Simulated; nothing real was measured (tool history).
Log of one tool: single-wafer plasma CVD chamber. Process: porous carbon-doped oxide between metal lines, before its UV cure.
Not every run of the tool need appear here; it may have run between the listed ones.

run  hour  heater temperature setpoint (K)  RF power (W)  deposition time (s)  mean film thickness on the monitor wafer (angstrom)
  1     0                           548.15           615                 58.4                                               4762.7
  2   2.7                           548.15           615                 58.4                                               4774.1
  3   6.5                           548.15           615                 60.3                                               4872.7
  4   8.2                           548.15           615                 60.3                                                 4869
  5  16.2                           542.15           615                 60.3                                               5095.4
  6  17.8                           540.15           615                 60.3                                               5168.9
  7  25.5                           539.15           615                 60.3                                               5248.3

Predict the results of run 8:
  8  27.3                           538.15           615                 60.3                                                    ?

{"run 8": {"mean film thickness on the monitor wafer (angstrom)": 5274.2}}
